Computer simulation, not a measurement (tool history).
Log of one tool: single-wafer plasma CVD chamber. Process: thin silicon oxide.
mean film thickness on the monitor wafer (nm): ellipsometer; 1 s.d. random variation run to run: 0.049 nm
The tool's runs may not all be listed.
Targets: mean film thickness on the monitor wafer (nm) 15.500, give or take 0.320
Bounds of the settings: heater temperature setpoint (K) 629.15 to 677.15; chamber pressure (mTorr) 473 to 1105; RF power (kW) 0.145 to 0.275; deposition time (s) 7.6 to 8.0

run  hour  heater temperature setpoint (K)  chamber pressure (mTorr)  RF power (kW)  deposition time (s)  mean film thickness on the monitor wafer (nm)
  1   0.0                           653.15                       789          0.210                  8.0                                         12.563
  2   0.6                           653.15                       789          0.210                  7.6                                         11.864
  3   6.8                           653.15                       789          0.230                  7.6                                         12.636
  4   8.2                           661.15                       789          0.230                  7.6                                         12.493
  5   9.9                           661.15                       825          0.230                  7.6                                         13.091
  6  18.5                           656.15                       825          0.230                  7.6                                         13.196
  7  23.0                           656.15                       850          0.230                  7.6                                         13.501
  8  31.5                           656.15                       874          0.230                  7.6                                         13.792
  9  34.1                           656.15                       896          0.230                  7.6                                         14.061
 10  42.0                           656.15                       915          0.230                  7.6                                         14.320
 11  43.5                           656.15                       931          0.230                  7.6                                         14.508
 12  44.4                           656.15                       944          0.230                  7.6                                         14.778
 13  51.2                           656.15                       953          0.230                  7.6                                         14.870

Exercise: of the 4 proposed moves below, exactly one satisfies all targets within the stated allowed misses. Which move is it?
  A  58.0                           656.15                       941          0.230                  7.6                                              ?
  B  58.0                           658.15                       914          0.220                  8.0                                              ?
  C  58.0                           659.15                       905          0.250                  7.6                                              ?
  D  58.0                           668.15                       922          0.265                  7.6                                              ?

move  mean film thickness on the monitor wafer (nm)
   A                                         14.673
   B                                         14.613
   C                                         14.928
   D                                         15.572
A: the biggest miss grows against the last run
B: the biggest miss grows against the last run
C: gains on the last run, yet a result remains outside its allowed miss
D: meets every target
The move that meets every target is D.
